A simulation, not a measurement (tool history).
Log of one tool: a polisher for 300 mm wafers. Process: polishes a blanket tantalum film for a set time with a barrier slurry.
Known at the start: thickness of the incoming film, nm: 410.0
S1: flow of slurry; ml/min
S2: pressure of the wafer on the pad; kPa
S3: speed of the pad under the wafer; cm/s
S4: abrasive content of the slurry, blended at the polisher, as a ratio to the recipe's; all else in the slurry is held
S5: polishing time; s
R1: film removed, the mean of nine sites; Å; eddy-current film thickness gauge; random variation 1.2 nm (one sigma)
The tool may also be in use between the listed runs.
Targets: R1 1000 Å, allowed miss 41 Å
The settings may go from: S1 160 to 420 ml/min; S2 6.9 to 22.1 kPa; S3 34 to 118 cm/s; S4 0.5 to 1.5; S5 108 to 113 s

Run 1, hour 0: S1 270 ml/min, S2 14.5 kPa, S3 76 cm/s, S4 1, S5 108 s. Result: R1 1433.9 Å.
Run 2, hour 6.5: S1 335 ml/min, S2 14.5 kPa, S3 76 cm/s, S4 1, S5 108 s. Result: R1 1437.7 Å.
Run 3, hour 13.9: S1 390 ml/min, S2 14.5 kPa, S3 76 cm/s, S4 1, S5 108 s. Result: R1 1469.1 Å.
Run 4, hour 18.5: S1 390 ml/min, S2 13.1 kPa, S3 76 cm/s, S4 1, S5 108 s. Result: R1 1313.9 Å.
Run 5, hour 25.6: S1 390 ml/min, S2 13.1 kPa, S3 76 cm/s, S4 1.15, S5 108 s. Result: R1 1395.8 Å.
Run 6, hour 34.4: S1 390 ml/min, S2 15.2 kPa, S3 76 cm/s, S4 1.15, S5 108 s. Result: R1 1602.7 Å.
Run 7, hour 39.4: S1 390 ml/min, S2 13.8 kPa, S3 76 cm/s, S4 1.15, S5 108 s. Result: R1 1440.4 Å.
Run 8, hour 41.1: S1 390 ml/min, S2 13.1 kPa, S3 76 cm/s, S4 1.15, S5 108 s. Result: R1 1358 Å.
Run 9, hour 48.3: S1 390 ml/min, S2 13.1 kPa, S3 76 cm/s, S4 1.15, S5 108 s. Result: R1 1377.6 Å.
Run 10, hour 53.4: S1 390 ml/min, S2 12.4 kPa, S3 76 cm/s, S4 1.15, S5 108 s. Result: R1 1328 Å.
Run 11, hour 60.4: S1 390 ml/min, S2 11.7 kPa, S3 76 cm/s, S4 1.15, S5 108 s. Result: R1 1253.9 Å.
Run 12, hour 65: S1 390 ml/min, S2 11 kPa, S3 76 cm/s, S4 1.15, S5 108 s. Result: R1 1149.8 Å.
Run 13, hour 72.7: S1 390 ml/min, S2 11 kPa, S3 76 cm/s, S4 1.15, S5 108 s. Result: R1 1176.9 Å.
Run 14, hour 81.6: S1 390 ml/min, S2 10.3 kPa, S3 76 cm/s, S4 1.15, S5 108 s. Result: R1 1115.6 Å.

Which of these 4 next moves meets every target?
Run A, hour 90.5: S1 330 ml/min, S2 9 kPa, S3 84 cm/s, S4 0.95, S5 111 s. Result: R1 ?.
Run B, hour 90.5: S1 410 ml/min, S2 10.3 kPa, S3 76 cm/s, S4 0.9, S5 112 s. Result: R1 ?.
Run C, hour 90.5: S1 420 ml/min, S2 11 kPa, S3 60 cm/s, S4 1.35, S5 111 s. Result: R1 ?.
Run D, hour 90.5: S1 310 ml/min, S2 9.7 kPa, S3 80 cm/s, S4 1.05, S5 113 s. Result: R1 ?.

move      R1
   A  1012.1
   B  1084.1
   C  1098.6
   D  1097.6
A: meets every target
B: nearer than the last run, and not there yet
C: nearer than the last run, and not there yet
D: nearer than the last run, and not there yet
Move A is the one to make.

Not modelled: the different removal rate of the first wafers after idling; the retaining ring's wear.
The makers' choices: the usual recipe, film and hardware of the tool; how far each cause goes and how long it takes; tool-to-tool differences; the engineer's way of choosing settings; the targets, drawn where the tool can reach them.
